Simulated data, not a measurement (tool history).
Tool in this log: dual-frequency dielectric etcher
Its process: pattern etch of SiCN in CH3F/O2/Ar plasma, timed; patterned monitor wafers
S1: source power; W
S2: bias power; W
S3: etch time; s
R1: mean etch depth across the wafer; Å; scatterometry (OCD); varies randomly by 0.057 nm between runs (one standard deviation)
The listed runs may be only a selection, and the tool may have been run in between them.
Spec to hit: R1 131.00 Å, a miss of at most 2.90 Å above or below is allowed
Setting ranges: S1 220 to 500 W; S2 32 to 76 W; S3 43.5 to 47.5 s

run,day,S1,S2,S3,R1
1,0.000,360,54,47.5,146.78
2,0.058,340,54,47.5,144.11
3,0.308,340,58,47.5,147.47
4,0.375,380,58,47.5,152.64
5,0.604,380,58,43.5,140.60
6,0.804,440,58,43.5,147.16
7,0.862,410,55,43.5,141.59
8,0.883,390,53,43.5,136.07
9,1.167,390,53,43.5,135.95
10,1.375,380,52,43.5,136.04

Pick the move, out of 5, that brings all results within their allowed miss; only one does.
A,1.583,390,53,44.5,?
B,1.583,380,45,44.5,?
C,1.583,360,51,45.5,?
D,1.583,350,42,45.5,?
E,1.583,400,49,45.0,?

move,R1
A,139.34
B,129.79
C,137.22
D,126.26
E,137.65
A: misses by more than the last run did
B: all results in spec
C: misses by more than the last run did
D: the result that was furthest off in the last run now lies on the other side of its target
E: misses by more than the last run did
B is the move that brings every result within its allowed miss.
